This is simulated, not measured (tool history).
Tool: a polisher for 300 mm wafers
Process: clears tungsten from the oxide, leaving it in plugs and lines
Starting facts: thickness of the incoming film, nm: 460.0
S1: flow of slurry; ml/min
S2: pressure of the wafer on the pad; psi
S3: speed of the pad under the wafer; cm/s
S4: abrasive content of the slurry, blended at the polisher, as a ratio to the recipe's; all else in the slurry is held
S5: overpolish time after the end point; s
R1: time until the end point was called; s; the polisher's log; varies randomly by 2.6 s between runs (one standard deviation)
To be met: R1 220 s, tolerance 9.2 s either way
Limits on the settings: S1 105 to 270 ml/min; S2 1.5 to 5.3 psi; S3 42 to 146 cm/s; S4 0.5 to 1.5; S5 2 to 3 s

| run | hour | S1 | S2 | S3 | S4 | S5 | R1 |
|---|---|---|---|---|---|---|---|
| 1 | 0 | 175 | 3.4 | 94 | 1 | 3 | 137.47 |
| 2 | 0.6 | 175 | 3.4 | 94 | 1 | 3 | 135.52 |
| 3 | 4.3 | 175 | 2.9 | 94 | 1 | 3 | 150.67 |
| 4 | 12.2 | 175 | 2.4 | 92 | 1 | 3 | 174.24 |
| 5 | 13.9 | 175 | 2.1 | 92 | 1 | 3 | 183.69 |
| 6 | 22.3 | 175 | 2.1 | 92 | 0.9 | 3 | 186.09 |
| 7 | 28 | 175 | 1.9 | 90 | 0.9 | 3 | 202.53 |
| 8 | 30 | 175 | 1.8 | 90 | 0.9 | 3 | 208.77 |
| 9 | 35.1 | 175 | 1.8 | 90 | 0.9 | 3 | 206.2 |

Exactly one of the 4 candidate moves below puts every result within its allowed miss. Which one?
| A | 40.2 | 130 | 2.9 | 66 | 0.8 | 2 | ? |
| B | 40.2 | 205 | 1.9 | 80 | 0.9 | 3 | ? |
| C | 40.2 | 165 | 1.5 | 80 | 1 | 3 | ? |
| D | 40.2 | 185 | 2 | 72 | 0.85 | 3 | ? |

| move | R1 |
|---|---|
| A | 241 |
| B | 222.04 |
| C | 247.32 |
| D | 247.2 |
A: the result that was furthest off in the last run now lies on the other side of its target
B: all results in spec
C: the result that was furthest off in the last run now lies on the other side of its target
D: the result that was furthest off in the last run now lies on the other side of its target
Go with B: it meets all targets.
